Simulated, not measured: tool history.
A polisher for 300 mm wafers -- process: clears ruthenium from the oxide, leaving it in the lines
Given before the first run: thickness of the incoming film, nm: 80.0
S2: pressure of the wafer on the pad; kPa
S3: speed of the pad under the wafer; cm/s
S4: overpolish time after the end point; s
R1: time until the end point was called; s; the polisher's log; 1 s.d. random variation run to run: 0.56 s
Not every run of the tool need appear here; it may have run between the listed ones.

{"run": 1, "hour": 0.0, "flow of slurry (ml/min)": 225, "S2": 13.1, "S3": 82, "S4": 4, "R1": 105.73}
{"run": 2, "hour": 7.5, "flow of slurry (ml/min)": 200, "S2": 13.1, "S3": 82, "S4": 4, "R1": 104.51}
{"run": 3, "hour": 12.6, "flow of slurry (ml/min)": 200, "S2": 13.1, "S3": 82, "S4": 4, "R1": 106.8}
{"run": 4, "hour": 16.5, "flow of slurry (ml/min)": 200, "S2": 13.8, "S3": 82, "S4": 4, "R1": 99.485}
{"run": 5, "hour": 21.9, "flow of slurry (ml/min)": 160, "S2": 13.8, "S3": 82, "S4": 4, "R1": 103.67}
{"run": 6, "hour": 30.4, "flow of slurry (ml/min)": 195, "S2": 13.8, "S3": 82, "S4": 4, "R1": 100.09}
{"run": 7, "hour": 37.0, "flow of slurry (ml/min)": 195, "S2": 14.5, "S3": 82, "S4": 4, "R1": 98.239}

Expected results for the next run?
{"run": 8, "hour": 38.8, "flow of slurry (ml/min)": 195, "S2": 15.2, "S3": 84, "S4": 4, "R1": "?"}

Run 8 gave R1 89.99 s.
